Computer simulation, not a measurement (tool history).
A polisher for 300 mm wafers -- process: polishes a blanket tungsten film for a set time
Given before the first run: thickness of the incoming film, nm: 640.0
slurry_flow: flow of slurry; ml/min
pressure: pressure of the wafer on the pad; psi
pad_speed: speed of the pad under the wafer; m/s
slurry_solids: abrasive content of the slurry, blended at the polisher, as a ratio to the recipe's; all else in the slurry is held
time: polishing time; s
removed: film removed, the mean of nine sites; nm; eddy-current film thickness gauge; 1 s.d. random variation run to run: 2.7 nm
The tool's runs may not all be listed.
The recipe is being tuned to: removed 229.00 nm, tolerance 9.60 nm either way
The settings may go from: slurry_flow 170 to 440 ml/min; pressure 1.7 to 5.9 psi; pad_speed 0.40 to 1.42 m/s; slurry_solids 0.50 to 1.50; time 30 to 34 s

| run | hour | slurry_flow | pressure | pad_speed | slurry_solids | time | removed |
|---|---|---|---|---|---|---|---|
| 1 | 0.0 | 280 | 3.8 | 0.90 | 1.00 | 34 | 168.09 |
| 2 | 4.8 | 280 | 4.0 | 0.90 | 1.00 | 34 | 180.07 |
| 3 | 8.0 | 250 | 4.0 | 0.90 | 1.00 | 34 | 172.82 |
| 4 | 14.9 | 285 | 4.0 | 0.90 | 1.00 | 34 | 171.39 |
| 5 | 18.2 | 285 | 4.2 | 0.90 | 1.00 | 34 | 183.76 |
| 6 | 27.1 | 285 | 4.2 | 0.90 | 1.00 | 30 | 165.35 |
| 7 | 31.5 | 285 | 4.4 | 0.90 | 1.00 | 30 | 168.89 |
| 8 | 36.9 | 285 | 5.4 | 0.94 | 1.00 | 30 | 215.91 |

Which one of the following 4 next-run settings gets every result inside its allowed miss? There is exactly one.
| A | 42.3 | 290 | 5.5 | 0.90 | 0.80 | 34 | ? |
| B | 42.3 | 360 | 4.8 | 0.94 | 1.15 | 30 | ? |
| C | 42.3 | 210 | 5.7 | 1.08 | 1.00 | 30 | ? |
| D | 42.3 | 270 | 5.5 | 0.94 | 0.90 | 30 | ? |

| move | removed |
|---|---|
| A | 232.35 |
| B | 206.99 |
| C | 255.90 |
| D | 217.79 |
A: all results in spec
B: further off than the last run
C: takes the biggest miss from the last run beyond its target
D: closer than the last run, but not yet in spec
A is the move that brings every result within its allowed miss.
